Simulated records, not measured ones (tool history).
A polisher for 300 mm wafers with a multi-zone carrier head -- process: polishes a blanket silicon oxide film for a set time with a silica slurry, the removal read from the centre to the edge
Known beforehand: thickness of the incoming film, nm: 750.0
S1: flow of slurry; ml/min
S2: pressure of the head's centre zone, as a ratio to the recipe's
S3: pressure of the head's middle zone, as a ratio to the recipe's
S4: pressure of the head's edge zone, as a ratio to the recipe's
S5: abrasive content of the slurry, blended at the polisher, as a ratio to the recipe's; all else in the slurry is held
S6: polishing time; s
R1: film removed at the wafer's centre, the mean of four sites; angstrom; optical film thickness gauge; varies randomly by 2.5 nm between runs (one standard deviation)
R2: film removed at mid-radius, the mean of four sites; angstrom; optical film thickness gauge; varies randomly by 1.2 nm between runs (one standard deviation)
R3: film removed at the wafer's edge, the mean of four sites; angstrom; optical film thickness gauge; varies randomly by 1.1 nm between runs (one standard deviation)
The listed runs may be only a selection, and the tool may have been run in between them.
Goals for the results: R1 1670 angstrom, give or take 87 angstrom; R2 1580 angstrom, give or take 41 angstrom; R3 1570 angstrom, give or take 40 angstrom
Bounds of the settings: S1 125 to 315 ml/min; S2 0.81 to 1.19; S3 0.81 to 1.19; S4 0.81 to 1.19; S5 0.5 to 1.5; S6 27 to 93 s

run	hour	S1	S2	S3	S4	S5	S6	R1	R2	R3
1	0	205	1	1	1	1	59	2877.9	2794.1	2834.8
2	8.2	200	0.99	0.98	0.95	0.85	54	2400.8	2309.4	2294.4
3	9.8	190	0.97	0.95	0.91	0.75	52	2081.3	2017.7	2035.1
4	12.5	190	0.97	0.95	0.95	0.75	52	2057.6	2022.1	2051.3
5	18.3	190	0.97	0.95	0.95	0.6	52	1807.5	1742.9	1772.3
6	25.6	185	0.98	0.95	0.94	0.55	52	1672.5	1630.8	1647.6
7	33	180	1	0.95	0.93	0.55	52	1730.6	1599	1655.4
8	38.5	175	1	0.96	0.92	0.55	52	1696.6	1614.8	1647.7
9	46.3	170	1.01	0.97	0.91	0.55	52	1763.9	1629.7	1638.7
10	52.4	160	1	0.97	0.91	0.55	52	1694.1	1593.2	1597.9

Below are 5 possible settings for the next run. Only one of them brings all results inside the allowed miss of their targets. Which is it?
A	58.5	125	1.04	0.91	1.01	0.65	48	?	?	?
B	58.5	125	1.04	0.99	0.88	0.5	58	?	?	?
C	58.5	170	0.98	0.92	0.95	0.5	57	?	?	?
D	58.5	175	1.09	1	0.85	0.55	49	?	?	?
E	58.5	140	0.99	0.93	0.92	0.5	58	?	?	?

move	R1	R2	R3
A	1700.3	1490.9	1663.9
B	1700.8	1599.7	1588.6
C	1708.7	1589.9	1686.5
D	1770.1	1584	1509.5
E	1674.1	1564.5	1646.8
A: misses by more than the last run did
B: every result lands within tolerance
C: misses by more than the last run did
D: pushes the last run's worst result past its target
E: misses by more than the last run did
So the answer is move B, the one that meets all the targets.
